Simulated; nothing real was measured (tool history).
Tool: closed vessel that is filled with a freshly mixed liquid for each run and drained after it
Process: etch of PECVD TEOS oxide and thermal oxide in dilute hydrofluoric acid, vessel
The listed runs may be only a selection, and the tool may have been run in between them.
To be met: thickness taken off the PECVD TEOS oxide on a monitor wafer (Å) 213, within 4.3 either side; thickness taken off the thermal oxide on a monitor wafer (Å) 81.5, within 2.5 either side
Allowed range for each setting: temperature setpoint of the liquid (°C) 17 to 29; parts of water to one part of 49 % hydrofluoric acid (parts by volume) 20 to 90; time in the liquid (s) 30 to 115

run    day  temperature setpoint of the liquid (°C)  parts of water to one part of 49 % hydrofluoric acid (parts by volume)  time in the liquid (s)  thickness taken off the PECVD TEOS oxide on a monitor wafer (Å)  thickness taken off the thermal oxide on a monitor wafer (Å)
  1      0                                       21                                                                      50                      60                                                           129.84                                                        49.666
  2    0.2                                       21                                                                      50                      75                                                           161.87                                                        61.517
  3  0.358                                       21                                                                      50                      60                                                            130.6                                                        50.161
  4  0.692                                       22                                                                      50                      60                                                           134.46                                                         52.03
  5  1.004                                       22                                                                      50                      45                                                           102.58                                                        38.856
  6   1.05                                       22                                                                      50                      30                                                           67.903                                                        25.585
  7  1.362                                       23                                                                      45                      30                                                           79.127                                                        30.172
  8  1.408                                       27                                                                      25                      45                                                            257.8                                                        97.372
  9  1.683                                     26.5                                                                      25                      45                                                           258.13                                                        96.795
 10  1.946                                       26                                                                      25                      45                                                           248.57                                                         96.37
 11  1.988                                     25.5                                                                      25                      45                                                           244.94                                                        93.777

Which of these 4 next moves meets every target?
  A  2.029                                     28.5                                                                      30                      40                                                                ?                                                             ?
  B  2.029                                     28.5                                                                      25                      35                                                                ?                                                             ?
  C  2.029                                       29                                                                      45                      60                                                                ?                                                             ?
  D  2.029                                     25.5                                                                      30                      45                                                                ?                                                             ?

move  thickness taken off the PECVD TEOS oxide on a monitor wafer (Å)  thickness taken off the thermal oxide on a monitor wafer (Å)
   A                                                           201.96                                                        77.452
   B                                                           213.69                                                        81.948
   C                                                           201.42                                                        77.244
   D                                                           200.96                                                        77.067
A: carries the result that was furthest off beyond its target, to the other side
B: every result within its allowed miss
C: carries the result that was furthest off beyond its target, to the other side
D: carries the result that was furthest off beyond its target, to the other side
Move B is the one to make.
